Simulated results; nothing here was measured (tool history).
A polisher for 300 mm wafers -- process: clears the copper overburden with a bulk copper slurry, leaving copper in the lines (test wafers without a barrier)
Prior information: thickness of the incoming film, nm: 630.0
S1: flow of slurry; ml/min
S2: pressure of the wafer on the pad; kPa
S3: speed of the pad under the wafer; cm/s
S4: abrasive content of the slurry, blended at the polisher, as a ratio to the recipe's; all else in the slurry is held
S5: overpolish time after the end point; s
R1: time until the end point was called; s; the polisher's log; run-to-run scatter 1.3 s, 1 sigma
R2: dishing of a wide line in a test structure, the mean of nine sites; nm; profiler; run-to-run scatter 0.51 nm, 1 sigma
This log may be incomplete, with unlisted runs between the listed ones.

run	day	S1	S2	S3	S4	S5	R1	R2
1	0	205	15.9	110	1	28	76.507	94.458
2	0.271	235	15.9	110	1	28	75.489	93.001
3	0.596	235	15.9	128	1	28	65.344	98.639
4	0.729	235	15.9	128	1	17	66.078	78.403
5	0.971	245	14.5	132	0.95	16	70.952	70.91
6	1.108	255	13.8	136	0.9	15	70.442	67.323
7	1.412	260	13.1	140	0.85	14	70.984	62.708
# day 1.679: slurry blender recalibrated
8	1.679	265	12.4	142	0.8	13	75.333	59.405
9	1.938	270	11.7	146	0.75	12	75.675	53.611

Expected results for the next run?
10	2.196	270	11.7	146	0.75	12	?	?

Run 10 produced R1 76.598 s, R2 54.58 nm.

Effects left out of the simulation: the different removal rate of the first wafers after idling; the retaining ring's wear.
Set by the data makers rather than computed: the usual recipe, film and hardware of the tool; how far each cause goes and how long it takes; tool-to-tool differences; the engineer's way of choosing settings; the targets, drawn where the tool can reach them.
